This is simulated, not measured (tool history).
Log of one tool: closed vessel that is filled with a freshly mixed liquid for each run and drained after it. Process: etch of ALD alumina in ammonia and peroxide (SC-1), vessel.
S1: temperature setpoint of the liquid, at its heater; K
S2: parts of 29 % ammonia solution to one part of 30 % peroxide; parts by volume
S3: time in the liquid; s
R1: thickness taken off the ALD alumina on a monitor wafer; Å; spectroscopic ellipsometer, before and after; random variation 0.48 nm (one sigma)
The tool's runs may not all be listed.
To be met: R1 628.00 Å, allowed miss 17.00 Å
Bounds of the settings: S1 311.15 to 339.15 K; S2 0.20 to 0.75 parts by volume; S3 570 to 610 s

run    day      S1    S2   S3      R1
  1  0.000  323.15  0.45  570  422.85
  2  0.279  323.15  0.45  610  449.22
  3  0.425  323.65  0.45  610  464.35
  4  0.525  323.65  0.35  610  455.49
  5  0.879  324.15  0.35  610  468.33
  6  1.233  324.15  0.45  610  484.85
  7  1.338  324.65  0.45  610  495.97
  8  1.488  325.15  0.45  610  508.79
  9  1.688  325.65  0.45  610  521.68

4 next moves are on the table. One of them brings every result within its allowed miss. Which?
  A  1.888  327.65  0.50  590   ?
  B  1.888  328.15  0.55  595   ?
  C  1.888  330.65  0.45  610   ?
  D  1.888  330.15  0.60  570   ?

move      R1
   A  566.29
   B  591.83
   C  679.12
   D  635.30
A: nearer than the last run, and not there yet
B: nearer than the last run, and not there yet
C: takes the result that was furthest off past its target
D: meets every target
Answer: D
